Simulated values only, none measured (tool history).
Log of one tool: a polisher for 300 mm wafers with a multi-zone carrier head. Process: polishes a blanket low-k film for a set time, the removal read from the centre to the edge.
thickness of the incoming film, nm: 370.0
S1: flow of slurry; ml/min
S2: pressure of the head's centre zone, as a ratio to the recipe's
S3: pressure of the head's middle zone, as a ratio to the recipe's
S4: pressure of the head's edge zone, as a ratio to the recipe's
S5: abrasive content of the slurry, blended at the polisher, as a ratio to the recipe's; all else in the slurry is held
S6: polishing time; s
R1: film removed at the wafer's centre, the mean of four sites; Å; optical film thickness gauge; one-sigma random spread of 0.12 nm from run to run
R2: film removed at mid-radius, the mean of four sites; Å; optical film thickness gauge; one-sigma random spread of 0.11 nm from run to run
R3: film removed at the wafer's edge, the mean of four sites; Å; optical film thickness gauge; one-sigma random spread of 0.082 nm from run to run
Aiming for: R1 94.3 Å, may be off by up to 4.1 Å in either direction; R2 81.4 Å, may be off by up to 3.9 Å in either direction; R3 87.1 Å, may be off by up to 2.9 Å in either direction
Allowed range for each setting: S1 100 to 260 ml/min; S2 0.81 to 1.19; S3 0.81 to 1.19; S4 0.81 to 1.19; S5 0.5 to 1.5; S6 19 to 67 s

run	hour	S1	S2	S3	S4	S5	S6	R1	R2	R3
1	0	165	1	1	1	1	43	125.4	129.44	130.29
2	7	125	1	1	1	1	43	114.55	116.93	120.87
3	8.7	125	1.01	0.99	0.98	0.95	43	113.41	114.32	118.2
4	9.6	125	1.02	0.98	0.97	0.9	43	109.94	107.78	111.6
5	12.9	125	1.06	0.98	0.97	0.9	43	114.16	108.7	114.11
6	17.4	125	1.06	0.98	0.97	1.1	43	130.79	122.42	128.2
7	24	125	1.06	0.97	0.95	1.05	43	124.21	118.46	123.74
8	26.2	145	1.16	0.89	0.87	0.8	39	108.74	87.865	91.772
9	28.2	145	1.16	0.89	0.87	0.8	39	108.98	87.202	91.16
# hour 34.8: slurry nozzle cleaned
10	34.8	140	1.15	0.89	0.87	0.8	39	120.14	97.018	97.156
11	37.5	150	1.15	0.9	0.87	0.8	39	121.74	97.566	98.71
12	45.9	145	1.14	0.9	0.87	0.8	39	118.15	96.019	97.043
13	49.2	140	1.14	0.9	0.88	0.8	39	117.47	94.247	97.316
14	53.7	140	1.13	0.91	0.9	0.75	39	108.66	93.678	93.531
15	60.4	135	1.13	0.9	0.91	0.75	39	109.78	90.596	91.825

Exercise: of the 5 proposed moves below, exactly one satisfies all targets within the stated allowed misses. Which move is it?
A	67.1	135	1.15	0.87	0.92	0.75	36	?	?	?
B	67.1	110	1.19	0.81	0.99	0.9	32	?	?	?
C	67.1	100	1.02	0.83	1.02	1.4	28	?	?	?
D	67.1	155	1.12	0.94	1.03	0.65	38	?	?	?
E	67.1	130	1.19	0.88	0.95	0.7	38	?	?	?

move	R1	R2	R3
A	102.95	80.265	87.773
B	102.08	73.099	89.345
C	93.941	80.577	98.826
D	96.043	81.643	87.504
E	104.76	79.735	87.929
A: moves toward the targets from the last run without getting all of them in spec
B: moves toward the targets from the last run without getting all of them in spec
C: gets the furthest-off result to its target, but another result is out of tolerance
D: in spec on every target
E: moves toward the targets from the last run without getting all of them in spec
D meets every target.
